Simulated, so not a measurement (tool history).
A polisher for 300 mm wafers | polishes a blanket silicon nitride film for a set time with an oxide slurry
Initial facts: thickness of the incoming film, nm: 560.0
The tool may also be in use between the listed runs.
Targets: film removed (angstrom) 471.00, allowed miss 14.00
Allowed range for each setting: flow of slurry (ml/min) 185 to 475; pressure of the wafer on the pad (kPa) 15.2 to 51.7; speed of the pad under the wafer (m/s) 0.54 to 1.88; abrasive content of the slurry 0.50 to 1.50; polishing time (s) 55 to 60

run	day	flow of slurry (ml/min)	pressure of the wafer on the pad (kPa)	speed of the pad under the wafer (m/s)	abrasive content of the slurry	polishing time (s)	film removed (angstrom)
1	0.000	305	33.1	1.20	1.00	60	422.16
2	0.042	275	33.1	1.20	1.00	60	417.13
3	0.400	225	33.1	1.20	1.00	60	407.26
4	0.504	185	33.1	1.20	1.00	60	395.08
5	0.592	185	26.9	1.20	1.00	60	342.70
6	0.708	195	28.3	1.20	1.00	60	355.98
7	0.833	205	29.6	1.20	1.00	60	371.05
8	1.079	215	31.0	1.20	1.00	60	385.79
# day 1.250: conditioning disc replaced and pad reconditioned
9	1.250	215	38.6	1.22	1.00	60	715.93
10	1.317	215	31.7	1.22	1.00	60	587.45
11	1.675	235	31.7	1.22	1.00	60	601.05
12	2.021	210	22.8	1.20	1.00	60	429.87

Which single option among these 5 for the next run brings every result within its allowed miss of target? Just one does.
A	2.367	225	19.3	1.50	0.95	60	?
B	2.367	245	22.1	1.12	1.25	59	?
C	2.367	220	26.2	1.38	0.90	55	?
D	2.367	245	26.2	1.04	1.00	60	?
E	2.367	250	22.8	1.58	0.90	60	?

move	film removed (angstrom)
A	428.78
B	441.49
C	475.34
D	446.02
E	513.34
A: about as far from the targets as the last run
B: better than the last run, though not everything is in spec
C: every result lands within tolerance
D: better than the last run, though not everything is in spec
E: takes the result that was furthest off past its target
The move that meets every target is C.
